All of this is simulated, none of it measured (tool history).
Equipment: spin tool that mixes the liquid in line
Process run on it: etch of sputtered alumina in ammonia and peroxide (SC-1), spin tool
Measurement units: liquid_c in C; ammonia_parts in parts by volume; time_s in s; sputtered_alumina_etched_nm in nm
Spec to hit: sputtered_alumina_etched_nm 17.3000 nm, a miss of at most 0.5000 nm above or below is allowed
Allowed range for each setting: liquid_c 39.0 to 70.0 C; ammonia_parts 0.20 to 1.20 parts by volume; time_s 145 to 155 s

run	hour	liquid_c	ammonia_parts	time_s	sputtered_alumina_etched_nm
1	0.0	55.0	1.00	145	8.3934
2	7.5	55.0	0.75	145	8.1801
3	16.4	57.5	0.75	145	9.4242
4	17.6	57.5	0.60	145	9.1786
5	21.5	57.5	0.60	145	9.1536
6	29.1	59.5	0.60	145	10.1480
7	34.6	61.5	0.60	145	11.3110
# hour 38.9: heated supply line repaired
8	38.9	63.0	0.60	145	14.2650
9	40.3	63.5	0.60	145	14.5800
10	47.6	64.0	0.60	145	15.1330

Which one of the following 5 next-run settings gets every result inside its allowed miss? There is exactly one.
A	54.9	62.5	0.55	145	?
B	54.9	62.0	0.75	150	?
C	54.9	64.0	1.20	155	?
D	54.9	62.5	0.65	145	?
E	54.9	66.5	0.60	155	?

move	sputtered_alumina_etched_nm
A	13.8370
B	14.3710
C	17.1650
D	14.0570
E	18.1990
A: moves away from the targets compared with the last run
B: moves away from the targets compared with the last run
C: hits every target within its allowed miss
D: moves away from the targets compared with the last run
E: takes the result that was furthest off past its target
Correct choice: C, which meets every target
